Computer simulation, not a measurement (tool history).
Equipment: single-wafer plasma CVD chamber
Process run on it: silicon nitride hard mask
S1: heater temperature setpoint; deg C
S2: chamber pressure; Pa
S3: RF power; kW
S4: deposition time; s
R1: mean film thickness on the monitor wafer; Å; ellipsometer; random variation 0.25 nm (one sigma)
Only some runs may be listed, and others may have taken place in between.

run	hour	S1	S2	S3	S4	R1
1	0.0	385	183	0.275	40.1	446.29
2	8.5	385	201	0.280	40.1	467.30
3	11.8	385	213	0.280	40.1	468.97
4	15.8	391	213	0.280	40.1	468.70
5	22.2	391	213	0.260	40.1	443.07
6	23.7	391	213	0.295	40.1	487.06
7	24.4	391	220	0.295	40.1	489.43
8	26.0	391	227	0.295	40.1	494.99

Run 9 is up next; what results do you expect?
9	34.1	391	231	0.295	40.1	?

Run 9 measured R1 496.09 Å.
